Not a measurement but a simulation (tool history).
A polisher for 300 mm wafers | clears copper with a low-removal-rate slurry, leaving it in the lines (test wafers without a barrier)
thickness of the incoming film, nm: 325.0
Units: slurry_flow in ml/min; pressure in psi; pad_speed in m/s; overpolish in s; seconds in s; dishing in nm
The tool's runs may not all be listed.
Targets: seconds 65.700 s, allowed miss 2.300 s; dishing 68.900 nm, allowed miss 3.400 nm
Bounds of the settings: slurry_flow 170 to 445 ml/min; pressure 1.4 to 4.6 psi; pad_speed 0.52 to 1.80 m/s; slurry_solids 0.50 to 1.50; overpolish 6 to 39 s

run	hour	slurry_flow	pressure	pad_speed	slurry_solids	overpolish	seconds	dishing
1	0.0	285	3.0	1.16	1.00	20	81.306	54.873
2	4.8	285	3.0	1.16	1.10	20	79.854	55.750
3	11.1	285	3.0	1.16	0.95	20	80.713	55.055
4	17.9	285	2.3	1.16	0.95	20	106.880	44.893
5	18.8	285	2.5	1.16	0.95	20	97.154	46.685
6	27.6	285	2.7	1.16	0.95	20	89.747	50.102
7	31.5	285	2.8	1.16	0.95	20	85.972	50.955
8	39.7	285	2.9	1.16	0.95	20	85.774	52.307
9	45.1	285	3.0	1.16	0.95	20	81.550	54.868
10	45.6	285	3.1	1.16	0.95	20	78.227	55.672
11	48.5	285	3.2	1.16	0.95	20	76.811	57.111
# hour 55.5: slurry nozzle cleaned
12	55.5	285	3.3	1.16	0.95	20	73.201	59.106

5 next moves are on the table. One of them brings every result within its allowed miss. Which?
A	62.5	325	3.3	1.30	0.85	15	?	?
B	62.5	315	3.4	0.86	0.85	30	?	?
C	62.5	170	3.5	1.32	0.90	13	?	?
D	62.5	215	3.5	1.24	0.75	21	?	?
E	62.5	235	3.5	1.24	1.15	22	?	?

move	seconds	dishing
A	67.623	50.476
B	83.542	72.393
C	65.433	46.324
D	68.868	64.612
E	63.851	70.513
A: brings the result that was furthest off to its target, and leaves another outside
B: further off than the last run
C: brings the result that was furthest off to its target, and leaves another outside
D: nearer than the last run, and not there yet
E: meets every target
Move E is the one to make.
